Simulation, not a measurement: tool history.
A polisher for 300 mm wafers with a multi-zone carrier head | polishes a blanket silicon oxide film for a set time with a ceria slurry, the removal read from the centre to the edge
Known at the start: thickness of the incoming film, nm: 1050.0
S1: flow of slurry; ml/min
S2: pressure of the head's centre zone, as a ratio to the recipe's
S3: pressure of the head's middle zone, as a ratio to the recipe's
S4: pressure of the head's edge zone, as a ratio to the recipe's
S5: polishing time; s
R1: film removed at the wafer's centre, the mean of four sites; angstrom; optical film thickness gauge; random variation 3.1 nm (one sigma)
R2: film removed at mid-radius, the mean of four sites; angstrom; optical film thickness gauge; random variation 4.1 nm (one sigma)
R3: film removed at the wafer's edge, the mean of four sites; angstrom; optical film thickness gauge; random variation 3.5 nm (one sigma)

Run 1, hour 0: S1 245 ml/min, S2 1, S3 1, S4 1, S5 72 s. Result: R1 3803.6 angstrom, R2 3917.1 angstrom, R3 3851.8 angstrom.
Run 2, hour 1.5: S1 245 ml/min, S2 0.98, S3 0.99, S4 0.98, S5 68 s. Result: R1 3474.4 angstrom, R2 3649.3 angstrom, R3 3703.2 angstrom.
Run 3, hour 7.8: S1 245 ml/min, S2 0.98, S3 0.99, S4 0.98, S5 79 s. Result: R1 4085.6 angstrom, R2 4239.7 angstrom, R3 4221.9 angstrom.
Run 4, hour 16.5: S1 245 ml/min, S2 0.94, S3 0.99, S4 0.98, S5 79 s. Result: R1 3921.7 angstrom, R2 4237.2 angstrom, R3 4238.1 angstrom.
Run 5, hour 18.1: S1 215 ml/min, S2 0.94, S3 0.99, S4 0.98, S5 79 s. Result: R1 3821.1 angstrom, R2 4176.7 angstrom, R3 4209.6 angstrom.
Run 6, hour 21.5: S1 215 ml/min, S2 0.94, S3 0.99, S4 0.92, S5 79 s. Result: R1 3935.3 angstrom, R2 4024.3 angstrom, R3 4139 angstrom.
Run 7, hour 22.5: S1 220 ml/min, S2 0.94, S3 1, S4 0.91, S5 73 s. Result: R1 3570.3 angstrom, R2 3914.8 angstrom, R3 3757.6 angstrom.

Run 8 comes next. What will it give?
Run 8, hour 31.5: S1 220 ml/min, S2 0.94, S3 0.99, S4 0.9, S5 69 s. Result: R1 ?, R2 ?, R3 ?.

{"run 8": {"R1": 3381, "R2": 3610.5, "R3": 3526.8}}
